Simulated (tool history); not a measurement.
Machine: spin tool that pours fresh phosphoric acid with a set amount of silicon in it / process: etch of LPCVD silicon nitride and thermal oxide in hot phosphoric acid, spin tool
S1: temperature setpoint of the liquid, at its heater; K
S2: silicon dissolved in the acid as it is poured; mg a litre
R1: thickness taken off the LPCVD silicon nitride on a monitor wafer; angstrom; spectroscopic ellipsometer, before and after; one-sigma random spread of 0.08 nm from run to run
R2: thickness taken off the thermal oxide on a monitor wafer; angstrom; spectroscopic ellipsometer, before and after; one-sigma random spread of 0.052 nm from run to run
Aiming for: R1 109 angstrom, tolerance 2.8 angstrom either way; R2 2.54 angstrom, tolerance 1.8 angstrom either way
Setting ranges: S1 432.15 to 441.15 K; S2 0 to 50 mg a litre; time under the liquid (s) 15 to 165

Run 1, hour 0: S1 437.15 K, S2 25.5 mg a litre, time under the liquid (s) 85. Result: R1 86.829 angstrom, R2 0.96451 angstrom.
Run 2, hour 8.4: S1 435.65 K, S2 25.5 mg a litre, time under the liquid (s) 85. Result: R1 83.396 angstrom, R2 2.0062 angstrom.
Run 3, hour 14.5: S1 433.65 K, S2 25.5 mg a litre, time under the liquid (s) 85. Result: R1 77.479 angstrom, R2 1.5306 angstrom.
Run 4, hour 21.6: S1 433.65 K, S2 17.5 mg a litre, time under the liquid (s) 85. Result: R1 76.378 angstrom, R2 1.8581 angstrom.
Run 5, hour 24.2: S1 435.15 K, S2 15 mg a litre, time under the liquid (s) 90. Result: R1 87.194 angstrom, R2 1.76 angstrom.
Run 6, hour 28.6: S1 434.15 K, S2 15 mg a litre, time under the liquid (s) 90. Result: R1 83.135 angstrom, R2 2.2318 angstrom.
Run 7, hour 37: S1 435.65 K, S2 11 mg a litre, time under the liquid (s) 90. Result: R1 88.031 angstrom, R2 2.5433 angstrom.
Run 8, hour 37.7: S1 437.15 K, S2 10.5 mg a litre, time under the liquid (s) 90. Result: R1 91.465 angstrom, R2 1.9135 angstrom.
Run 9, hour 40.9: S1 437.65 K, S2 7 mg a litre, time under the liquid (s) 95. Result: R1 98.709 angstrom, R2 3.1703 angstrom.
Run 10, hour 47.8: S1 437.65 K, S2 7 mg a litre, time under the liquid (s) 95. Result: R1 97.488 angstrom, R2 3.8 angstrom.
Run 11, hour 48.9: S1 438.15 K, S2 10.5 mg a litre, time under the liquid (s) 95. Result: R1 102.06 angstrom, R2 3.6354 angstrom.
Run 12, hour 57.7: S1 439.65 K, S2 26 mg a litre, time under the liquid (s) 95. Result: R1 105.68 angstrom, R2 1.9269 angstrom.
Run 13, hour 62: S1 439.65 K, S2 24.5 mg a litre, time under the liquid (s) 95. Result: R1 104.82 angstrom, R2 2.0605 angstrom.

Next run, 4 choices. One meets every target within its allowed miss, the rest don't. Which?
Run A, hour 66.3: S1 441.15 K, S2 21.5 mg a litre, time under the liquid (s) 100. Result: R1 ?, R2 ?.
Run B, hour 66.3: S1 440.65 K, S2 20.5 mg a litre, time under the liquid (s) 95. Result: R1 ?, R2 ?.
Run C, hour 66.3: S1 440.15 K, S2 28 mg a litre, time under the liquid (s) 105. Result: R1 ?, R2 ?.
Run D, hour 66.3: S1 435.15 K, S2 22 mg a litre, time under the liquid (s) 120. Result: R1 ?, R2 ?.

move      R1      R2
   A  117.72  4.0974
   B  110.03   3.868
   C  119.65  3.2279
   D  116.01  3.1366
A: carries the result that was furthest off beyond its target, to the other side
B: all results land within tolerance of their targets
C: carries the result that was furthest off beyond its target, to the other side
D: carries the result that was furthest off beyond its target, to the other side
The right move is B.
